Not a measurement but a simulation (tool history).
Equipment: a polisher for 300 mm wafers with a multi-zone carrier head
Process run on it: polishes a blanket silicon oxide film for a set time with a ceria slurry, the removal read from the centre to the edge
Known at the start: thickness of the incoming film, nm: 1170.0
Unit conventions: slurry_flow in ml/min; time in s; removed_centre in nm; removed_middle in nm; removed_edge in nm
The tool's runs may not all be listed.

run,hour,slurry_flow,centre_zone,middle_zone,edge_zone,time,removed_centre,removed_middle,removed_edge
1,0.0,255,1.00,1.00,1.00,44,276.56,281.63,279.82
2,1.3,255,1.00,1.00,0.95,44,279.80,284.32,273.20
3,7.8,260,1.00,1.00,1.00,46,294.46,299.91,296.99
4,15.3,275,0.99,1.00,1.04,47,298.32,308.11,315.09
5,20.7,275,0.99,1.00,1.04,54,342.36,350.47,351.21
6,23.6,265,0.98,0.99,1.06,54,343.37,341.31,353.92
7,24.8,265,0.96,0.99,1.08,54,329.99,342.69,359.11

What does the tool deliver on the next run?
8,32.8,265,0.96,0.99,1.09,54,?,?,?

removed_centre: 331.96 nm
removed_middle: 346.93 nm
removed_edge: 359.12 nm
